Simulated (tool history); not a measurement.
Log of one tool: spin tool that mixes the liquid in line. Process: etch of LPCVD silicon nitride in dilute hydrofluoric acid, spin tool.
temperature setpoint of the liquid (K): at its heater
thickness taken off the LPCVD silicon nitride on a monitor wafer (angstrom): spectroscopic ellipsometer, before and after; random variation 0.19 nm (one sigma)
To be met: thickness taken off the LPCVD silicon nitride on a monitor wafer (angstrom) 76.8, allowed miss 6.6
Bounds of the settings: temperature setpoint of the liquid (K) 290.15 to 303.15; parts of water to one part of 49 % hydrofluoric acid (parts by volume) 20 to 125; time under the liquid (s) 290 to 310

| run | hour | temperature setpoint of the liquid (K) | parts of water to one part of 49 % hydrofluoric acid (parts by volume) | time under the liquid (s) | thickness taken off the LPCVD silicon nitride on a monitor wafer (angstrom) |
|---|---|---|---|---|---|
| 1 | 0 | 295.15 | 70 | 290 | 21.534 |
| 2 | 5 | 295.15 | 70 | 290 | 21.085 |
| 3 | 10.1 | 297.15 | 55 | 295 | 32.428 |
| 4 | 12.3 | 297.15 | 55 | 290 | 31.24 |
| 5 | 13.2 | 298.65 | 45 | 295 | 42.133 |
| 6 | 19.1 | 299.65 | 40 | 295 | 50.953 |
| 7 | 28 | 303.15 | 30 | 300 | 86.068 |
| 8 | 34 | 303.15 | 30 | 300 | 89.229 |

4 next moves are on the table. One of them brings every result within its allowed miss. Which?
| A | 40 | 302.65 | 35 | 305 | ? |
| B | 40 | 303.15 | 25 | 310 | ? |
| C | 40 | 299.15 | 30 | 290 | ? |
| D | 40 | 302.15 | 40 | 295 | ? |

| move | thickness taken off the LPCVD silicon nitride on a monitor wafer (angstrom) |
|---|---|
| A | 76.79 |
| B | 111.87 |
| C | 67.281 |
| D | 63.069 |
A: meets every target
B: further off than the last run
C: takes the result that was furthest off past its target
D: takes the result that was furthest off past its target
The right move is A.
